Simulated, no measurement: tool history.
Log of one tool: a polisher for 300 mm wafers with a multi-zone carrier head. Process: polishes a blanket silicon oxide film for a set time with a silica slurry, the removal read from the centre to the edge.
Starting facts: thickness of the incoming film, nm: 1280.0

run	day	flow of slurry (ml/min)	pressure of the head's centre zone	pressure of the head's middle zone	pressure of the head's edge zone	abrasive content of the slurry	polishing time (s)	film removed at the wafer's centre (Å)	film removed at mid-radius (Å)	film removed at the wafer's edge (Å)
1	0.000	160	1.00	1.00	1.00	1.00	84	3019.1	3167.7	3134.6
2	0.229	160	1.00	1.00	0.97	1.00	84	3102.7	3204.3	3142.5
3	0.333	155	0.97	1.03	0.96	0.85	79	2590.2	2824.5	2698.5
4	0.675	155	0.97	0.95	0.96	0.85	79	2571.7	2633.8	2693.2
5	0.929	120	0.97	0.95	0.96	0.85	79	2510.0	2551.5	2665.3
6	1.100	120	0.91	0.95	0.96	0.85	79	2366.5	2550.8	2682.1
7	1.204	125	0.89	0.99	0.93	0.75	77	2160.9	2467.3	2383.5
8	1.579	100	0.81	1.06	0.88	0.50	76	1516.1	1960.1	1837.4
9	1.792	120	0.82	1.07	0.88	0.50	76	1582.8	2039.7	1800.2
10	2.021	130	0.82	1.08	0.91	0.50	76	1572.9	2065.4	1863.7
11	2.104	145	0.83	1.09	0.92	0.50	76	1651.1	2084.3	1919.6
12	2.196	150	0.83	1.11	0.92	0.50	76	1648.4	2194.2	1894.1
13	2.396	155	0.83	1.11	0.93	0.50	76	1660.6	2189.8	1931.2

Run 14, settings as shown, results not yet in. Your forecast:
14	2.654	160	0.83	1.11	0.93	0.50	76	?	?	?

{"run 14": {"film removed at the wafer's centre (Å)": 1674.5, "film removed at mid-radius (Å)": 2176.6, "film removed at the wafer's edge (Å)": 1937.9}}
